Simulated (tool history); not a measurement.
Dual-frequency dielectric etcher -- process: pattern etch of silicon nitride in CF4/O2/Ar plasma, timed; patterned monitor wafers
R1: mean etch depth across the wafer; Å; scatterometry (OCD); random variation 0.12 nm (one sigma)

{"run": 1, "hour": 0.0, "source power (W)": 730, "bias power (W)": 47, "Ar flow (sccm)": 139, "CF4 flow (sccm)": 84, "etch time (s)": 9.5, "R1": 229.77}
{"run": 2, "hour": 4.7, "source power (W)": 690, "bias power (W)": 47, "Ar flow (sccm)": 139, "CF4 flow (sccm)": 84, "etch time (s)": 9.5, "R1": 217.11}
{"run": 3, "hour": 12.3, "source power (W)": 690, "bias power (W)": 43, "Ar flow (sccm)": 139, "CF4 flow (sccm)": 84, "etch time (s)": 9.5, "R1": 207.42}
{"run": 4, "hour": 16.6, "source power (W)": 680, "bias power (W)": 43, "Ar flow (sccm)": 139, "CF4 flow (sccm)": 84, "etch time (s)": 9.5, "R1": 205.59}
{"run": 5, "hour": 24.7, "source power (W)": 760, "bias power (W)": 43, "Ar flow (sccm)": 139, "CF4 flow (sccm)": 84, "etch time (s)": 9.5, "R1": 229.77}
{"run": 6, "hour": 27.8, "source power (W)": 760, "bias power (W)": 37, "Ar flow (sccm)": 139, "CF4 flow (sccm)": 84, "etch time (s)": 9.5, "R1": 215.56}
{"run": 7, "hour": 31.0, "source power (W)": 760, "bias power (W)": 37, "Ar flow (sccm)": 139, "CF4 flow (sccm)": 84, "etch time (s)": 9.5, "R1": 213.59}
{"run": 8, "hour": 37.8, "source power (W)": 740, "bias power (W)": 37, "Ar flow (sccm)": 139, "CF4 flow (sccm)": 84, "etch time (s)": 9.5, "R1": 209.64}
{"run": 9, "hour": 46.0, "source power (W)": 730, "bias power (W)": 37, "Ar flow (sccm)": 139, "CF4 flow (sccm)": 84, "etch time (s)": 9.5, "R1": 207.18}
{"run": 10, "hour": 47.1, "source power (W)": 730, "bias power (W)": 37, "Ar flow (sccm)": 139, "CF4 flow (sccm)": 84, "etch time (s)": 9.5, "R1": 205.46}

Run 11 is up next; what results do you expect?
{"run": 11, "hour": 54.9, "source power (W)": 720, "bias power (W)": 37, "Ar flow (sccm)": 139, "CF4 flow (sccm)": 84, "etch time (s)": 9.5, "R1": "?"}

Logged for run 11: R1 202.86 Å.
